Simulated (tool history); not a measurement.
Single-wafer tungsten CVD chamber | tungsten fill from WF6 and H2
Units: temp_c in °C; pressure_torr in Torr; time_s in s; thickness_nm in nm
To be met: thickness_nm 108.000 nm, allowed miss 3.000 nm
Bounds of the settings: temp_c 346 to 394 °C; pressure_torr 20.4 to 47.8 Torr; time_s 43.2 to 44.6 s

run	hour	temp_c	pressure_torr	time_s	thickness_nm
1	0.0	370	34.1	43.2	80.242
2	0.5	373	34.2	43.2	84.771
3	2.9	376	34.3	43.2	89.645
4	11.9	378	34.4	43.2	93.114
5	15.9	380	34.5	43.2	96.807
6	21.0	370	34.5	43.2	80.523
7	24.7	382	35.5	43.3	102.230
8	32.2	383	35.5	43.3	103.740

Which of these 5 next moves meets every target?
A	39.7	392	31.6	44.6	?
B	39.7	391	29.5	43.2	?
C	39.7	379	35.5	44.6	?
D	39.7	383	33.0	43.2	?
E	39.7	389	33.6	44.6	?

move	thickness_nm
A	118.380
B	108.630
C	100.130
D	100.260
E	116.080
A: takes the result that was furthest off past its target
B: meets every target
C: further off than the last run
D: further off than the last run
E: takes the result that was furthest off past its target
Move B is the one to make.

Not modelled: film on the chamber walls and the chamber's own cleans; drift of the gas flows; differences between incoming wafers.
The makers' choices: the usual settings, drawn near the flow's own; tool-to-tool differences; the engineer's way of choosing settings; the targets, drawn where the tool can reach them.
